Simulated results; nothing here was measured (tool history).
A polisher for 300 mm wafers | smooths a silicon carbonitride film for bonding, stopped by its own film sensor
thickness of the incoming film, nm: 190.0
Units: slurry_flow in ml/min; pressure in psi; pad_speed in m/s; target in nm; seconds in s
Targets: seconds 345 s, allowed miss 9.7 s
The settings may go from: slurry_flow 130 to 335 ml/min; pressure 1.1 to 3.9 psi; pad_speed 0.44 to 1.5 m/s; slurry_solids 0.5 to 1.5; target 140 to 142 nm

Run 1, day 0: slurry_flow 215 ml/min, pressure 2.5 psi, pad_speed 0.96 m/s, slurry_solids 1, target 142 nm. Result: seconds 193.57 s.
Run 2, day 0.221: slurry_flow 170 ml/min, pressure 2.5 psi, pad_speed 0.96 m/s, slurry_solids 1, target 142 nm. Result: seconds 203.06 s.
Run 3, day 0.421: slurry_flow 170 ml/min, pressure 1.9 psi, pad_speed 0.96 m/s, slurry_solids 1, target 142 nm. Result: seconds 264.04 s.
Run 4, day 0.475: slurry_flow 165 ml/min, pressure 1.8 psi, pad_speed 0.96 m/s, slurry_solids 1, target 142 nm. Result: seconds 273.72 s.
Run 5, day 0.767: slurry_flow 165 ml/min, pressure 1.8 psi, pad_speed 0.96 m/s, slurry_solids 1, target 142 nm. Result: seconds 278.33 s.
Run 6, day 1.058: slurry_flow 165 ml/min, pressure 1.8 psi, pad_speed 0.96 m/s, slurry_solids 1, target 140 nm. Result: seconds 292.19 s.
Run 7, day 1.092: slurry_flow 165 ml/min, pressure 1.8 psi, pad_speed 0.96 m/s, slurry_solids 1, target 140 nm. Result: seconds 296.13 s.
Run 8, day 1.242: slurry_flow 160 ml/min, pressure 1.7 psi, pad_speed 0.96 m/s, slurry_solids 1, target 140 nm. Result: seconds 310.24 s.
Run 9, day 1.271: slurry_flow 155 ml/min, pressure 1.6 psi, pad_speed 0.96 m/s, slurry_solids 1, target 140 nm. Result: seconds 324.44 s.
Run 10, day 1.296: slurry_flow 150 ml/min, pressure 1.6 psi, pad_speed 0.96 m/s, slurry_solids 1, target 140 nm. Result: seconds 330.96 s.
Run 11, day 1.392: slurry_flow 150 ml/min, pressure 1.6 psi, pad_speed 0.96 m/s, slurry_solids 1, target 140 nm. Result: seconds 330.9 s.

4 next moves are on the table. One of them brings every result within its allowed miss. Which?
Run A, day 1.488: slurry_flow 135 ml/min, pressure 1.3 psi, pad_speed 0.94 m/s, slurry_solids 1.35, target 140 nm. Result: seconds ?.
Run B, day 1.488: slurry_flow 165 ml/min, pressure 1.3 psi, pad_speed 1.12 m/s, slurry_solids 0.95, target 142 nm. Result: seconds ?.
Run C, day 1.488: slurry_flow 150 ml/min, pressure 1.5 psi, pad_speed 0.88 m/s, slurry_solids 1.05, target 140 nm. Result: seconds ?.
Run D, day 1.488: slurry_flow 130 ml/min, pressure 1.9 psi, pad_speed 0.74 m/s, slurry_solids 1.2, target 141 nm. Result: seconds ?.

move  seconds
   A   370.01
   B   344.84
   C   369.84
   D    323.6
A: takes the result that was furthest off past its target
B: meets every target
C: takes the result that was furthest off past its target
D: further off than the last run
The right move is B.
